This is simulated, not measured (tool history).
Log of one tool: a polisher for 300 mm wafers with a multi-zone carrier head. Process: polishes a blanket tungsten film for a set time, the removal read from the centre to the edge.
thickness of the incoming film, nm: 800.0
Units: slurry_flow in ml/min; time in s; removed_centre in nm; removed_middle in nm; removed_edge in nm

Run 1, hour 0: slurry_flow 170 ml/min, centre_zone 1, middle_zone 1, edge_zone 1, slurry_solids 1, time 53 s. Result: removed_centre 245.16 nm, removed_middle 235.54 nm, removed_edge 236.87 nm.
Run 2, hour 6.4: slurry_flow 170 ml/min, centre_zone 1.07, middle_zone 1, edge_zone 1, slurry_solids 1, time 53 s. Result: removed_centre 261.37 nm, removed_middle 235.37 nm, removed_edge 234.27 nm.
Run 3, hour 10.1: slurry_flow 180 ml/min, centre_zone 1, middle_zone 1.02, edge_zone 1.05, slurry_solids 1.05, time 53 s. Result: removed_centre 245.95 nm, removed_middle 241.52 nm, removed_edge 244.54 nm.
Run 4, hour 17.4: slurry_flow 155 ml/min, centre_zone 1, middle_zone 1.02, edge_zone 1.05, slurry_solids 1.05, time 53 s. Result: removed_centre 243.56 nm, removed_middle 234.84 nm, removed_edge 236.81 nm.
Run 5, hour 21.7: slurry_flow 180 ml/min, centre_zone 0.95, middle_zone 1.03, edge_zone 1.08, slurry_solids 1.1, time 53 s. Result: removed_centre 237.73 nm, removed_middle 246.4 nm, removed_edge 249.89 nm.
Run 6, hour 26.1: slurry_flow 180 ml/min, centre_zone 0.95, middle_zone 1.03, edge_zone 1.08, slurry_solids 1.1, time 62 s. Result: removed_centre 282.43 nm, removed_middle 290.57 nm, removed_edge 292.97 nm.
Run 7, hour 28.5: slurry_flow 175 ml/min, centre_zone 0.91, middle_zone 1.03, edge_zone 1.11, slurry_solids 1.05, time 62 s. Result: removed_centre 265.36 nm, removed_middle 289.59 nm, removed_edge 293.71 nm.

Forecast run 8:
Run 8, hour 35.1: slurry_flow 165 ml/min, centre_zone 0.88, middle_zone 1.02, edge_zone 1.12, slurry_solids 1.05, time 62 s. Result: removed_centre ?, removed_middle ?, removed_edge ?.

removed_centre: 254.5 nm
removed_middle: 280.11 nm
removed_edge: 298.75 nm
